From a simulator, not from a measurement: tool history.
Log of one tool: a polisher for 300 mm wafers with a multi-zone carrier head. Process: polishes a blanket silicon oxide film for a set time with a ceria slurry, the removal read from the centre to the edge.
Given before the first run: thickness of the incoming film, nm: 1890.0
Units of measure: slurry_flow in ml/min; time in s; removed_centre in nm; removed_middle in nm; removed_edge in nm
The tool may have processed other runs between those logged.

run	hour	slurry_flow	centre_zone	middle_zone	edge_zone	time	removed_centre	removed_middle	removed_edge
1	0.0	280	1.00	1.00	1.00	54	256.09	257.69	259.17
2	1.1	325	1.00	1.00	1.00	54	257.42	265.46	259.16
3	7.6	315	1.01	1.01	1.02	56	273.26	275.75	277.09
4	15.9	315	1.01	1.01	1.10	56	270.52	279.00	292.87
5	17.4	315	1.10	1.01	1.10	56	292.76	276.09	284.97
6	21.4	315	1.18	1.01	1.10	56	309.35	276.44	282.84
7	27.8	320	1.18	1.02	1.11	57	318.80	285.02	284.79

For run 8, what comes out?
8	33.1	320	1.17	1.02	1.12	58	?	?	?

removed_centre: 321.37 nm
removed_middle: 293.19 nm
removed_edge: 294.19 nm
